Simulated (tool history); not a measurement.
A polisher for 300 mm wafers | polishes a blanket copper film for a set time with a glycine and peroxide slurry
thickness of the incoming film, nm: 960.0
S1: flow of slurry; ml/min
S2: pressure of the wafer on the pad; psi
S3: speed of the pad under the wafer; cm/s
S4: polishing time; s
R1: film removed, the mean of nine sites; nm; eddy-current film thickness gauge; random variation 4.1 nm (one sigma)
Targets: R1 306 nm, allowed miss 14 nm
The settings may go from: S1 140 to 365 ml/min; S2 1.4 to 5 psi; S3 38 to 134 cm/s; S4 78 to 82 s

run	hour	S1	S2	S3	S4	R1
1	0	235	3.2	86	78	469.68
2	8.6	210	3.2	86	78	475.22
3	9.2	210	2.7	84	78	413.31
4	14.7	245	2.7	84	78	400.59
5	17.5	245	2.7	84	78	414.97
6	18.2	245	2.4	84	78	366.21
7	19.9	245	2.2	84	78	357.12
8	28.8	245	2	84	78	327.64

Which of these 4 next moves meets every target?
A	37.7	235	2.1	88	82	?
B	37.7	220	1.7	88	82	?
C	37.7	260	2	88	78	?
D	37.7	215	2.2	80	79	?

move	R1
A	360.73
B	306.73
C	333.99
D	339.38
A: further off than the last run
B: meets every target
C: further off than the last run
D: further off than the last run
The right move is B.

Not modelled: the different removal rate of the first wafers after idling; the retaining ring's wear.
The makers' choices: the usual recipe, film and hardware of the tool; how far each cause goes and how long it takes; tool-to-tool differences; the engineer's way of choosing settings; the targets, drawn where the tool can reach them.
